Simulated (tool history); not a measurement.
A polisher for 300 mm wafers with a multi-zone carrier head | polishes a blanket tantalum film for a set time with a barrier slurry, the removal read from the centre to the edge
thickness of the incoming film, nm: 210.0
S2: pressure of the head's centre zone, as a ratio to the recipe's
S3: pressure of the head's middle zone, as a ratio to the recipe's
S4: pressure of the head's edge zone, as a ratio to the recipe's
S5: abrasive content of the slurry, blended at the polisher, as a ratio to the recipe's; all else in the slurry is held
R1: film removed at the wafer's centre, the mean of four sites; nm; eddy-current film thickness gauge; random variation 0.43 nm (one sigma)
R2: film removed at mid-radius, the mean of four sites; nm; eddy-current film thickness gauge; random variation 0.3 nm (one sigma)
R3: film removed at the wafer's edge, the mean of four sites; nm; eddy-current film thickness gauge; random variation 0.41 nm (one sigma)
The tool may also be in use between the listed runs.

Run 1, hour 0: flow of slurry (ml/min) 310, S2 1, S3 1, S4 1, S5 1, polishing time (s) 48. Result: R1 65.659 nm, R2 63.532 nm, R3 64.765 nm.
Run 2, hour 8.3: flow of slurry (ml/min) 305, S2 0.99, S3 0.97, S4 0.99, S5 0.9, polishing time (s) 46. Result: R1 60.769 nm, R2 57.746 nm, R3 60.552 nm.
Run 3, hour 17: flow of slurry (ml/min) 305, S2 0.99, S3 0.97, S4 0.99, S5 0.9, polishing time (s) 38. Result: R1 49.627 nm, R2 46.906 nm, R3 50.922 nm.
Run 4, hour 19.1: flow of slurry (ml/min) 305, S2 0.99, S3 1.01, S4 0.99, S5 0.9, polishing time (s) 38. Result: R1 50.453 nm, R2 48.414 nm, R3 50.247 nm.
Run 5, hour 26.1: flow of slurry (ml/min) 305, S2 0.99, S3 1.01, S4 0.99, S5 0.9, polishing time (s) 33. Result: R1 42.306 nm, R2 42.484 nm, R3 42.647 nm.
Run 6, hour 27.7: flow of slurry (ml/min) 305, S2 0.99, S3 1.01, S4 0.99, S5 1.05, polishing time (s) 33. Result: R1 44.845 nm, R2 44.045 nm, R3 44.669 nm.
Run 7, hour 32.1: flow of slurry (ml/min) 300, S2 0.99, S3 0.99, S4 0.97, S5 1, polishing time (s) 33. Result: R1 44.349 nm, R2 42.846 nm, R3 44.235 nm.
Run 8, hour 39.2: flow of slurry (ml/min) 295, S2 0.99, S3 0.97, S4 0.96, S5 0.95, polishing time (s) 33. Result: R1 43.322 nm, R2 42.127 nm, R3 43.581 nm.
Run 9, hour 45.1: flow of slurry (ml/min) 295, S2 0.99, S3 0.95, S4 0.95, S5 0.9, polishing time (s) 33. Result: R1 43.022 nm, R2 40.156 nm, R3 42.165 nm.

Forecast run 10:
Run 10, hour 46.5: flow of slurry (ml/min) 290, S2 0.98, S3 0.93, S4 0.95, S5 0.9, polishing time (s) 33. Result: R1 ?, R2 ?, R3 ?.

{"run 10": {"R1": 43.174, "R2": 39.808, "R3": 41.672}}
